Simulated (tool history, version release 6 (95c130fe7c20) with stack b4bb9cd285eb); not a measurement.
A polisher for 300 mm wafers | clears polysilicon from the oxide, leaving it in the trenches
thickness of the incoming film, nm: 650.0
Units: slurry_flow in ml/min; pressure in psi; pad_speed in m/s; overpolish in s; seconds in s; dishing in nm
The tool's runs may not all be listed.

run  hour  slurry_flow  pressure  pad_speed  overpolish  seconds  dishing
  1   0.0          130       1.6       1.22          26   61.799   74.608
  2   6.6          130       1.5       1.14          25   68.231   75.138
  3  10.4          125       1.4       1.06          22   78.000   68.289
  4  14.5          125       1.4       1.32          22   65.657   71.686
  5  21.3          125       1.7       1.32          22   53.261   73.622
  6  25.1          125       1.5       1.22          23   66.317   71.629
  7  31.6          125       1.4       1.14          25   73.068   72.993
  8  34.6          125       1.3       1.06          25   84.873   72.746

The next listed run, before its measurement:
  9  36.2          125       1.3       1.06          25        ?        ?

seconds: 83.107 s
dishing: 71.275 nm

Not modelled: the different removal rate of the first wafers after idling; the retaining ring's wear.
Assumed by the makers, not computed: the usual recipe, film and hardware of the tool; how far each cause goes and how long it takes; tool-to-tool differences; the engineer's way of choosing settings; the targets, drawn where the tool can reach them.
